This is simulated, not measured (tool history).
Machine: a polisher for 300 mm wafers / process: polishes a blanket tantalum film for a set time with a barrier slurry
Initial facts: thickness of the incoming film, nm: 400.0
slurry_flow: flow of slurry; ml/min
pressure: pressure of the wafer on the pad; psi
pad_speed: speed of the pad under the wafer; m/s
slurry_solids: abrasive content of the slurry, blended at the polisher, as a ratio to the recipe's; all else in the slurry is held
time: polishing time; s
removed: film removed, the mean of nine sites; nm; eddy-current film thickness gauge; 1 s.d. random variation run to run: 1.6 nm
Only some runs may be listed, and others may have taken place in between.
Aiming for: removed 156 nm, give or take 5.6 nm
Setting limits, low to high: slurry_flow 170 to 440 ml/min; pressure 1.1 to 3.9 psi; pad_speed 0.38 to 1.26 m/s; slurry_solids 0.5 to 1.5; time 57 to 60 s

run    day  slurry_flow  pressure  pad_speed  slurry_solids  time  removed
  1      0          280       2.5       0.82              1    57   81.602
  2  0.096          280       2.9       0.84              1    57   93.327
  3  0.342          280       2.3       0.84              1    57   76.843
  4  0.438          220       2.3       0.84              1    57   75.682
  5  0.725          220       2.8       0.88              1    57   94.329
  6  0.746          220       3.1       0.92              1    57   106.62
  7  1.092          220       3.4       0.96              1    57   121.55
  8  1.433          220       3.6       0.98              1    57   129.34
  9  1.592          220       3.7       1.02              1    57   138.62
 10  1.821          220       3.7       1.02              1    57   139.08
 11  1.996          220       3.8       1.04              1    57      148

Below are 4 possible settings for the next run. Only one of them brings all results inside the allowed miss of their targets. Which is it?
  A  2.171          170       3.3        1.2           0.85    58        ?
  B  2.171          190       3.9       0.94           1.05    59        ?
  C  2.171          185       3.9       0.96           1.05    58        ?
  D  2.171          170       3.9       1.14            0.7    60        ?

move  removed
   A   138.02
   B   136.66
   C   136.51
   D   152.64
A: lands further from the targets than the last run did
B: lands further from the targets than the last run did
C: lands further from the targets than the last run did
D: in spec on every target
Answer: D
